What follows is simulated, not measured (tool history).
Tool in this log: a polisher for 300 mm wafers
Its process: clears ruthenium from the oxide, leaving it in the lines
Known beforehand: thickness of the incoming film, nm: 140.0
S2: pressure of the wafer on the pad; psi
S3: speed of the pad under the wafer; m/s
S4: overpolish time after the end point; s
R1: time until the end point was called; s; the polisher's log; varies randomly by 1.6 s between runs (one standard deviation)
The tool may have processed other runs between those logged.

run 1 hour=0.0 | flow_of_slurry_(ml/min)=140 S2=2.6 S3=1.18 S4=48 | R1=70.099
run 2 hour=8.6 | flow_of_slurry_(ml/min)=140 S2=2.6 S3=0.98 S4=48 | R1=82.586
run 3 hour=16.9 | flow_of_slurry_(ml/min)=140 S2=2.6 S3=0.98 S4=48 | R1=83.406
run 4 hour=24.4 | flow_of_slurry_(ml/min)=135 S2=2.2 S3=0.92 S4=48 | R1=103.350
run 5 hour=33.1 | flow_of_slurry_(ml/min)=115 S2=2.2 S3=0.92 S4=48 | R1=107.580
-- hour=39.9 worn pad replaced by a new one
run 6 hour=39.9 | flow_of_slurry_(ml/min)=130 S2=2.2 S3=0.92 S4=48 | R1=98.611

Run 7, settings as shown, results not yet in. Your forecast:
run 7 hour=48.1 | flow_of_slurry_(ml/min)=120 S2=1.9 S3=0.86 S4=48 | R1=?

R1: 122.590 s

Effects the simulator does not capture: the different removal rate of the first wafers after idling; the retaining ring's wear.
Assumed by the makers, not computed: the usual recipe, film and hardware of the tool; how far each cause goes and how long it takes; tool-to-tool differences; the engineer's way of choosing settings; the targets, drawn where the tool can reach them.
